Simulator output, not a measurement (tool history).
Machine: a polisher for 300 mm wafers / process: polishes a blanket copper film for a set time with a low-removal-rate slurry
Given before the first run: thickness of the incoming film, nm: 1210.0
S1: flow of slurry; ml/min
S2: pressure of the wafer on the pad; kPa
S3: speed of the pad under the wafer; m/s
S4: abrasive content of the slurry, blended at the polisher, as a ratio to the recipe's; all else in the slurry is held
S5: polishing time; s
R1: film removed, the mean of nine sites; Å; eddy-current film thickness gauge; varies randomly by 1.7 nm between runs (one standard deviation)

run 1 day=0.000 | S1=230 S2=13.1 S3=1.02 S4=1.0 S5=39 | R1=860.23
run 2 day=0.196 | S1=230 S2=13.8 S3=1.02 S4=1.0 S5=39 | R1=898.83
run 3 day=0.350 | S1=230 S2=14.5 S3=1.02 S4=1.0 S5=39 | R1=943.28
run 4 day=0.400 | S1=260 S2=14.5 S3=1.02 S4=1.0 S5=39 | R1=961.53
run 5 day=0.758 | S1=260 S2=15.2 S3=1.02 S4=1.0 S5=39 | R1=1012.90
run 6 day=0.804 | S1=260 S2=15.2 S3=0.86 S4=1.0 S5=39 | R1=872.60
run 7 day=0.992 | S1=260 S2=15.9 S3=0.86 S4=1.0 S5=39 | R1=903.97
run 8 day=1.117 | S1=260 S2=16.5 S3=0.86 S4=1.0 S5=39 | R1=969.76

Run 9 is up next; what results do you expect?
run 9 day=1.425 | S1=260 S2=17.2 S3=0.86 S4=1.0 S5=39 | R1=?

{"run 9": {"R1": 984.04}}
